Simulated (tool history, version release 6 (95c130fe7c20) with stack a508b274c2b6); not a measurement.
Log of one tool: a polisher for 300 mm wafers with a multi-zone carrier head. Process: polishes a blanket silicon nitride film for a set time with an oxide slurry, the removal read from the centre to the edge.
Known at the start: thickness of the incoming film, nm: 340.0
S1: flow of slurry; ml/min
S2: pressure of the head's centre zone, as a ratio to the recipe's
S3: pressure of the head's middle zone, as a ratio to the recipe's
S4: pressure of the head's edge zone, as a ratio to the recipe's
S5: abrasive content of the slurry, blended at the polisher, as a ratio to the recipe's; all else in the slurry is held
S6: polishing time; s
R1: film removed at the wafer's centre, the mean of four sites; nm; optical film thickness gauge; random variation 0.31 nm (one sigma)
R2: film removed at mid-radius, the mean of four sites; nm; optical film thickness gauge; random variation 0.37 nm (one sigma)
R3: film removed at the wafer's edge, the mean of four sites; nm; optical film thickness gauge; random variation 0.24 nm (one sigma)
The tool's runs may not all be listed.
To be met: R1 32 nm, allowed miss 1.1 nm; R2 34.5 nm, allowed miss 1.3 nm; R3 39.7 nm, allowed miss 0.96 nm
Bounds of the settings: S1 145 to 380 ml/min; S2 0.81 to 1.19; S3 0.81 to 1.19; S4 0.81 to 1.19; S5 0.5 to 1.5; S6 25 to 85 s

run	day	S1	S2	S3	S4	S5	S6	R1	R2	R3
1	0	245	1	1	1	1	55	23.453	23.514	24.362
2	0.1	245	1	1	1	1	68	28.882	29.874	29.838
3	0.467	250	0.98	0.99	1.04	1.1	68	29.599	30.551	31.676
4	0.667	255	0.96	0.99	1.07	1.2	68	29.733	30.899	32.955
5	0.875	255	0.87	0.99	1.07	1.2	68	26.96	30.995	33.192
6	1.138	260	0.88	0.99	1.09	1.25	68	27.554	31.224	33.586
7	1.167	260	0.88	0.98	1.1	1.3	69	28.338	32.215	35.217
8	1.529	265	0.89	0.98	1.12	1.35	69	29.535	32.18	35.52
9	1.612	265	0.88	0.97	1.13	1.4	70	29.624	32.891	36.7
10	1.729	270	0.88	0.97	1.14	1.4	70	29.774	33.394	36.937
11	1.779	270	0.88	0.96	1.15	1.4	70	29.645	32.3	37.259
12	2.062	275	0.88	0.96	1.16	1.4	70	29.728	32.718	36.936
13	2.271	275	0.88	0.96	1.16	1.4	71	29.741	33.214	37.96
14	2.296	275	0.89	0.96	1.17	1.4	71	30.894	33.533	37.932
15	2.521	280	0.89	0.95	1.18	1.45	71	31.038	33.24	38.478

5 next moves are on the table. One of them brings every result within its allowed miss. Which?
A	2.746	295	0.83	0.98	1.19	1.5	71	?	?	?
B	2.746	305	0.87	0.89	1.1	1.5	75	?	?	?
C	2.746	245	0.96	0.97	1.1	1.45	73	?	?	?
D	2.746	300	0.83	0.98	1.12	1.4	73	?	?	?
E	2.746	330	0.99	1.09	1.1	1.45	69	?	?	?

move	R1	R2	R3
A	29.318	35.111	39.303
B	32.471	34.668	39.992
C	33.703	34.901	37.968
D	29.591	35.437	38.426
E	33.75	36.887	36.521
A: brings the result that was furthest off to its target, and leaves another outside
B: meets every target
C: further off than the last run
D: further off than the last run
E: further off than the last run
Answer: B

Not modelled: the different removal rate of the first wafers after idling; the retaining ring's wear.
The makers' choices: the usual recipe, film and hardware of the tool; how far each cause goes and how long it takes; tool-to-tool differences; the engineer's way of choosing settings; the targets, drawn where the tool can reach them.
